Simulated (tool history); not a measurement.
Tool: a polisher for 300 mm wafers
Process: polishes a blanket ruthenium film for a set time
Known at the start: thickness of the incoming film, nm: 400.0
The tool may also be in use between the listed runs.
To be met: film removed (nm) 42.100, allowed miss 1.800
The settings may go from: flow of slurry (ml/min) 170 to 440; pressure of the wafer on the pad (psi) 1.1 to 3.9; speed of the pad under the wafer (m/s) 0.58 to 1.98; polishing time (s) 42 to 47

run  hour  flow of slurry (ml/min)  pressure of the wafer on the pad (psi)  speed of the pad under the wafer (m/s)  polishing time (s)  film removed (nm)
  1   0.0                      280                                     2.5                                    1.28                  47             68.702
  2   1.6                      280                                     3.0                                    1.28                  47             82.550
  3   5.6                      280                                     2.6                                    1.26                  47             71.573
  4   7.5                      280                                     2.2                                    1.26                  47             62.167
  5   8.3                      280                                     2.2                                    1.40                  47             68.261
  6  12.0                      280                                     1.9                                    1.36                  47             56.944
  7  15.7                      280                                     1.7                                    1.36                  47             50.296
  8  19.0                      280                                     1.3                                    1.34                  47             39.700

Which of these 4 next moves meets every target?
  A  22.3                      305                                     1.7                                    1.10                  47                  ?
  B  22.3                      300                                     1.6                                    1.34                  47                  ?
  C  22.3                      250                                     1.5                                    1.48                  44                  ?
  D  22.3                      255                                     1.5                                    1.52                  43                  ?

move  film removed (nm)
   A             42.119
   B             48.051
   C             45.788
   D             46.019
A: meets every target
B: takes the result that was furthest off past its target
C: takes the result that was furthest off past its target
D: takes the result that was furthest off past its target
Move A is the one to make.
